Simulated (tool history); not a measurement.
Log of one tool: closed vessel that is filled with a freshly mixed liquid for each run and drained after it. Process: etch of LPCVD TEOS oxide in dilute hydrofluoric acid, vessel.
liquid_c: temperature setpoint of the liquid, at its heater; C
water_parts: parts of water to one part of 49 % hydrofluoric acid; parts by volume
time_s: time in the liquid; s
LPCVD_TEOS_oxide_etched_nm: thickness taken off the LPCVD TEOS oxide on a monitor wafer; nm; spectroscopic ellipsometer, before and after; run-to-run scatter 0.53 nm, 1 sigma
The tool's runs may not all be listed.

run  hour  liquid_c  water_parts  time_s  LPCVD_TEOS_oxide_etched_nm
  1   0.0      25.0          235     280                      17.045
  2   7.2      23.0          235     280                      15.851
  3  13.6      23.0          180     280                      21.976
  4  19.6      23.0          130     280                      31.592
  5  22.5      24.5          130     280                      33.721
  6  27.3      24.5           90     280                      51.499
  7  36.3      26.0           90     280                      53.850
  8  40.5      27.5           90     280                      56.832
  9  44.8      29.0           90     280                      59.956
 10  48.5      33.0           70     280                      93.111

Expected results for the next run?
 11  52.3      32.0           70     280                           ?

Run 11 produced LPCVD_TEOS_oxide_etched_nm 90.008 nm.
